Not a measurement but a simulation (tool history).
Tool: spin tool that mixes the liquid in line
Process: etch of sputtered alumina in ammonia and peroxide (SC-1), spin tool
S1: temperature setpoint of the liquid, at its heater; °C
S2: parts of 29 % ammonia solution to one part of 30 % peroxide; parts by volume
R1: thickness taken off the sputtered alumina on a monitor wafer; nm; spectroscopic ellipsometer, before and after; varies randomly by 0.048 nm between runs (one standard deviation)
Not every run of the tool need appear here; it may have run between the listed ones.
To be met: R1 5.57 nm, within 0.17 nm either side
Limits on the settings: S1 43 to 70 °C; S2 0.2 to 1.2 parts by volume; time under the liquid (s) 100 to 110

Run 1, day 0: S1 59 °C, S2 0.85 parts by volume, time under the liquid (s) 100. Result: R1 11.742 nm.
Run 2, day 0.25: S1 56 °C, S2 0.85 parts by volume, time under the liquid (s) 100. Result: R1 9.9926 nm.
Run 3, day 0.588: S1 54 °C, S2 0.85 parts by volume, time under the liquid (s) 100. Result: R1 9.1219 nm.
Run 4, day 0.675: S1 50 °C, S2 0.85 parts by volume, time under the liquid (s) 100. Result: R1 7.1876 nm.
Run 5, day 0.708: S1 50 °C, S2 0.85 parts by volume, time under the liquid (s) 100. Result: R1 7.3107 nm.
Run 6, day 1.025: S1 49 °C, S2 0.85 parts by volume, time under the liquid (s) 100. Result: R1 6.9834 nm.
Run 7, day 1.104: S1 43.5 °C, S2 0.85 parts by volume, time under the liquid (s) 100. Result: R1 4.9823 nm.
At day 1.233: new drum of ammonia solution connected.
Run 8, day 1.233: S1 43.5 °C, S2 0.85 parts by volume, time under the liquid (s) 100. Result: R1 5.1068 nm.

Consider the 4 candidate settings below. Which is the only one whose results all fall within their allowed miss of target?
Run A, day 1.362: S1 43 °C, S2 0.9 parts by volume, time under the liquid (s) 100. Result: R1 ?.
Run B, day 1.362: S1 45 °C, S2 0.9 parts by volume, time under the liquid (s) 100. Result: R1 ?.
Run C, day 1.362: S1 43 °C, S2 0.85 parts by volume, time under the liquid (s) 100. Result: R1 ?.
Run D, day 1.362: S1 43 °C, S2 0.65 parts by volume, time under the liquid (s) 100. Result: R1 ?.

move      R1
   A  4.9509
   B  5.5524
   C  4.9239
   D  4.7995
A: moves away from the targets compared with the last run
B: each result inside its tolerance
C: moves away from the targets compared with the last run
D: moves away from the targets compared with the last run
Go with B: it meets all targets.
